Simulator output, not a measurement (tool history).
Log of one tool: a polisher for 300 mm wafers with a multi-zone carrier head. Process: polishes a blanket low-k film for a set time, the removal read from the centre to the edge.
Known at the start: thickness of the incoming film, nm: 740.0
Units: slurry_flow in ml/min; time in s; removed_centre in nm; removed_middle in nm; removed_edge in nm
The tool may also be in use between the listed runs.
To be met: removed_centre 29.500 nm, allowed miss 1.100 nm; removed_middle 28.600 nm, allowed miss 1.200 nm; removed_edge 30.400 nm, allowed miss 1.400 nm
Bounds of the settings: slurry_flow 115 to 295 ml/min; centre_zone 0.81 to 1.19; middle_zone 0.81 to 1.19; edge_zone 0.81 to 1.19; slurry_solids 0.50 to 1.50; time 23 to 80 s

Run 1, day 0.000: slurry_flow 190 ml/min, centre_zone 1.00, middle_zone 1.00, edge_zone 1.00, slurry_solids 1.00, time 51 s. Result: removed_centre 20.537 nm, removed_middle 20.831 nm, removed_edge 21.717 nm.
Run 2, day 0.292: slurry_flow 190 ml/min, centre_zone 1.01, middle_zone 1.01, edge_zone 1.01, slurry_solids 1.05, time 51 s. Result: removed_centre 20.889 nm, removed_middle 21.565 nm, removed_edge 21.653 nm.
Run 3, day 0.333: slurry_flow 190 ml/min, centre_zone 1.01, middle_zone 1.01, edge_zone 1.01, slurry_solids 1.05, time 58 s. Result: removed_centre 23.758 nm, removed_middle 23.876 nm, removed_edge 24.456 nm.
Run 4, day 0.538: slurry_flow 195 ml/min, centre_zone 1.01, middle_zone 1.01, edge_zone 1.02, slurry_solids 1.10, time 58 s. Result: removed_centre 24.173 nm, removed_middle 25.489 nm, removed_edge 25.515 nm.
Run 5, day 0.567: slurry_flow 195 ml/min, centre_zone 1.01, middle_zone 1.01, edge_zone 1.02, slurry_solids 1.10, time 48 s. Result: removed_centre 20.182 nm, removed_middle 20.353 nm, removed_edge 21.465 nm.
Run 6, day 0.675: slurry_flow 195 ml/min, centre_zone 1.01, middle_zone 0.96, edge_zone 1.02, slurry_solids 1.10, time 48 s. Result: removed_centre 20.251 nm, removed_middle 20.098 nm, removed_edge 20.656 nm.
Run 7, day 0.862: slurry_flow 195 ml/min, centre_zone 1.03, middle_zone 0.98, edge_zone 1.04, slurry_solids 1.15, time 49 s. Result: removed_centre 21.521 nm, removed_middle 20.563 nm, removed_edge 21.861 nm.
Run 8, day 1.038: slurry_flow 200 ml/min, centre_zone 1.04, middle_zone 1.00, edge_zone 1.05, slurry_solids 1.20, time 50 s. Result: removed_centre 22.604 nm, removed_middle 22.186 nm, removed_edge 23.264 nm.
Run 9, day 1.383: slurry_flow 205 ml/min, centre_zone 1.05, middle_zone 1.02, edge_zone 1.06, slurry_solids 1.25, time 50 s. Result: removed_centre 23.082 nm, removed_middle 23.206 nm, removed_edge 23.651 nm.

4 next moves are on the table. One of them brings every result within its allowed miss. Which?
Run A, day 1.729: slurry_flow 235 ml/min, centre_zone 0.93, middle_zone 1.09, edge_zone 1.07, slurry_solids 1.20, time 62 s. Result: removed_centre ?, removed_middle ?, removed_edge ?.
Run B, day 1.729: slurry_flow 195 ml/min, centre_zone 1.03, middle_zone 0.98, edge_zone 1.03, slurry_solids 1.25, time 64 s. Result: removed_centre ?, removed_middle ?, removed_edge ?.
Run C, day 1.729: slurry_flow 270 ml/min, centre_zone 0.89, middle_zone 1.19, edge_zone 0.97, slurry_solids 1.40, time 36 s. Result: removed_centre ?, removed_middle ?, removed_edge ?.
Run D, day 1.729: slurry_flow 255 ml/min, centre_zone 0.99, middle_zone 1.19, edge_zone 1.00, slurry_solids 1.05, time 60 s. Result: removed_centre ?, removed_middle ?, removed_edge ?.

move  removed_centre  removed_middle  removed_edge
   A          25.971          29.777        29.560
   B          29.306          27.794        29.898
   C          15.654          20.189        17.614
   D          25.527          29.576        26.240
A: nearer than the last run, and not there yet
B: meets every target
C: further off than the last run
D: nearer than the last run, and not there yet
Move B is the one to make.

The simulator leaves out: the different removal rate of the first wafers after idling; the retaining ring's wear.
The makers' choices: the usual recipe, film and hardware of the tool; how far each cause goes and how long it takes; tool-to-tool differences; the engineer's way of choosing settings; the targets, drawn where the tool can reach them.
